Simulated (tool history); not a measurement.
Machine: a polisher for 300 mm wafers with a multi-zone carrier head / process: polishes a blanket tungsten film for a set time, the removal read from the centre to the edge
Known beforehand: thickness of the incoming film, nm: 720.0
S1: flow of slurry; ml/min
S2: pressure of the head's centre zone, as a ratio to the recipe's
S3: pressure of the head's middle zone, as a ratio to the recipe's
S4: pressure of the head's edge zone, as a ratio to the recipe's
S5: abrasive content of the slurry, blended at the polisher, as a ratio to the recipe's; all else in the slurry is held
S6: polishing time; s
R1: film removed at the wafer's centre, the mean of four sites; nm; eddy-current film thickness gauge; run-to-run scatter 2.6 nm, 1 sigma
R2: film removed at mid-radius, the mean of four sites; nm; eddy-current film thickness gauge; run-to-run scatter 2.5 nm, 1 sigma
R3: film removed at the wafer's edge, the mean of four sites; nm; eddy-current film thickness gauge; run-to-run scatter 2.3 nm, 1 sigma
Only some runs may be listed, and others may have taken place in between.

run,hour,S1,S2,S3,S4,S5,S6,R1,R2,R3
1,0,240,1,1,1,1,40,258.05,257.07,256.45
2,5.2,240,1,1,1,1,49,315.21,316.99,309.64
3,8.4,240,1.01,1,0.97,0.9,46,286.94,282.75,279.17
4,10,240,1.03,1.01,0.95,0.85,44,272.36,261.35,258.02
5,16.7,240,1.03,1.01,0.95,0.85,52,317.8,314.95,299.5
6,19.9,240,1.04,1.01,0.93,0.8,49,302.23,281.89,278.36
7,26,240,1.05,1.03,0.91,0.75,46,280.96,267.34,254.22
8,32,240,1.05,1.03,0.9,0.7,44,260.54,251.44,238.92
9,34.3,240,1.06,1.03,0.89,0.65,42,243.4,229.71,215.63
10,35.7,240,1.06,1.02,0.88,0.6,41,229.79,215.7,205.42

Forecast run 11:
11,39.3,240,1.06,1.01,0.87,0.6,41,?,?,?

{"run 11": {"R1": 221.15, "R2": 212.31, "R3": 203.4}}
